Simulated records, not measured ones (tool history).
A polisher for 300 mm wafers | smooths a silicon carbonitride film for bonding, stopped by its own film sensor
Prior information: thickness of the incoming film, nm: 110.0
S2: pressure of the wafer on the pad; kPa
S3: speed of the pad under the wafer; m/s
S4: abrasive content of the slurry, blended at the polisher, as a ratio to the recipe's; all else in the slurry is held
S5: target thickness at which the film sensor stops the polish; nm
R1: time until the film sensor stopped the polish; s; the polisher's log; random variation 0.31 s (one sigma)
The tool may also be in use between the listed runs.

Run 1, hour 0.0: flow of slurry (ml/min) 165, S2 13.8 kPa, S3 1.14 m/s, S4 1.0, S5 99 nm. Result: R1 39.442 s.
Run 2, hour 6.3: flow of slurry (ml/min) 140, S2 13.8 kPa, S3 1.14 m/s, S4 1.0, S5 99 nm. Result: R1 40.484 s.
Run 3, hour 7.3: flow of slurry (ml/min) 150, S2 15.2 kPa, S3 1.14 m/s, S4 1.0, S5 99 nm. Result: R1 36.982 s.
Run 4, hour 9.9: flow of slurry (ml/min) 160, S2 15.9 kPa, S3 1.14 m/s, S4 1.0, S5 99 nm. Result: R1 34.917 s.
Run 5, hour 14.1: flow of slurry (ml/min) 145, S2 15.9 kPa, S3 1.14 m/s, S4 1.0, S5 99 nm. Result: R1 35.500 s.
Run 6, hour 18.0: flow of slurry (ml/min) 155, S2 16.5 kPa, S3 1.14 m/s, S4 1.0, S5 99 nm. Result: R1 33.436 s.

The next listed run, before its measurement:
Run 7, hour 18.8: flow of slurry (ml/min) 165, S2 17.2 kPa, S3 1.14 m/s, S4 1.0, S5 99 nm. Result: R1 ?.

{"run 7": {"R1": 30.907}}
